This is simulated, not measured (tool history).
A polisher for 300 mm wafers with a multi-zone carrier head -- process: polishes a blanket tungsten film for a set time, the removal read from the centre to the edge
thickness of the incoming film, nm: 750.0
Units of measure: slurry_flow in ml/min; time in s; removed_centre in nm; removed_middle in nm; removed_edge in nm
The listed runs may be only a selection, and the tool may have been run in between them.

run	hour	slurry_flow	centre_zone	middle_zone	edge_zone	slurry_solids	time	removed_centre	removed_middle	removed_edge
1	0.0	140	1.00	1.00	1.00	1.00	48	274.59	268.36	273.32
2	5.4	135	0.99	1.01	0.98	0.95	45	250.16	251.51	254.06
3	10.7	130	0.99	1.02	0.96	0.90	42	229.85	232.34	236.43
4	13.7	125	0.99	1.04	0.94	0.85	39	208.08	213.76	206.31
5	16.7	120	0.98	1.04	0.93	0.80	37	194.26	202.62	195.06
6	18.3	120	0.98	1.04	0.93	0.80	42	217.74	223.98	222.59
7	26.7	120	0.97	1.05	0.92	0.75	39	198.98	213.12	196.32
8	35.0	120	0.96	1.04	0.91	0.70	37	186.92	194.14	184.37
9	39.4	120	0.94	1.04	0.90	0.65	36	173.38	188.23	180.45

Run 10 is up next; what results do you expect?
10	45.1	120	0.94	1.04	0.89	0.65	35	?	?	?

{"run 10": {"removed_centre": 170.39, "removed_middle": 184.8, "removed_edge": 173.95}}
